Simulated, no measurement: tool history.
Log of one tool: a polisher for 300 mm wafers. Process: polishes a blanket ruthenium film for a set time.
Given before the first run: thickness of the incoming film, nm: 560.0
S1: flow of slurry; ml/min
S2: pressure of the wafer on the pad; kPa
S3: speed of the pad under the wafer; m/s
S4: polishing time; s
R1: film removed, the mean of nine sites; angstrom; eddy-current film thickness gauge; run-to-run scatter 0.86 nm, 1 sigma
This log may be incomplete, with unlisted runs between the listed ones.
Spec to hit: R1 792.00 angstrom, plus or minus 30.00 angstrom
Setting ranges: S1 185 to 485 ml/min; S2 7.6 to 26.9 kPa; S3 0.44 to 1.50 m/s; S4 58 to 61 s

run  hour   S1    S2    S3  S4      R1
  1   0.0  310  17.2  0.96  58  645.23
  2   7.7  310  17.9  0.96  58  662.88
  3  14.3  310  18.6  0.96  58  677.21
  4  23.0  310  15.9  0.96  58  601.69
  5  29.8  310  15.9  0.96  58  596.17
  6  31.2  310  17.2  0.96  58  638.75
     37.8  -- slurry nozzle cleaned
  7  37.8  310  18.6  0.96  58  707.12
  8  39.6  310  19.3  0.96  58  744.51
  9  41.0  310  20.0  0.96  58  757.29

Consider the 5 candidate settings below. Which is the only one whose results all fall within their allowed miss of target?
  A  42.4  285  22.1  0.88  58   ?
  B  42.4  255  22.1  0.88  58   ?
  C  42.4  350  17.9  0.96  58   ?
  D  42.4  285  18.6  1.02  58   ?
  E  42.4  280  15.9  1.26  58   ?

move      R1
   A  745.78
   B  736.57
   C  699.31
   D  749.82
   E  810.89
A: lands further from the targets than the last run did
B: lands further from the targets than the last run did
C: lands further from the targets than the last run did
D: lands further from the targets than the last run did
E: meets every target
E is the move that brings every result within its allowed miss.
